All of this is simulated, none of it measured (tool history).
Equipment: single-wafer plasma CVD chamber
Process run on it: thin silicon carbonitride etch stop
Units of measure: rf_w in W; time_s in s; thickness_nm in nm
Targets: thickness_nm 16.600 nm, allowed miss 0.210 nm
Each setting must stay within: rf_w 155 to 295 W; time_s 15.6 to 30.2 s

Run 1, day 0.000: rf_w 225 W, time_s 22.9 s. Result: thickness_nm 12.872 nm.
Run 2, day 0.062: rf_w 250 W, time_s 22.9 s. Result: thickness_nm 13.234 nm.
Run 3, day 0.229: rf_w 225 W, time_s 22.9 s. Result: thickness_nm 12.780 nm.
Run 4, day 0.571: rf_w 245 W, time_s 24.1 s. Result: thickness_nm 13.832 nm.
Run 5, day 0.821: rf_w 255 W, time_s 25.0 s. Result: thickness_nm 14.548 nm.
Run 6, day 1.121: rf_w 265 W, time_s 25.6 s. Result: thickness_nm 15.080 nm.
Run 7, day 1.496: rf_w 270 W, time_s 26.1 s. Result: thickness_nm 15.588 nm.
Run 8, day 1.783: rf_w 275 W, time_s 26.3 s. Result: thickness_nm 15.694 nm.
Run 9, day 2.075: rf_w 280 W, time_s 26.6 s. Result: thickness_nm 16.007 nm.
Run 10, day 2.388: rf_w 285 W, time_s 26.8 s. Result: thickness_nm 16.219 nm.

Next run, 4 choices. One meets every target within its allowed miss, the rest don't. Which?
Run A, day 2.700: rf_w 275 W, time_s 27.0 s. Result: thickness_nm ?.
Run B, day 2.700: rf_w 290 W, time_s 26.4 s. Result: thickness_nm ?.
Run C, day 2.700: rf_w 295 W, time_s 26.1 s. Result: thickness_nm ?.
Run D, day 2.700: rf_w 290 W, time_s 27.3 s. Result: thickness_nm ?.

move  thickness_nm
   A        16.193
   B        16.114
   C        16.021
   D        16.663
A: its largest miss is bigger than the last run's
B: its largest miss is bigger than the last run's
C: its largest miss is bigger than the last run's
D: every result within its allowed miss
Move D is the one to make.
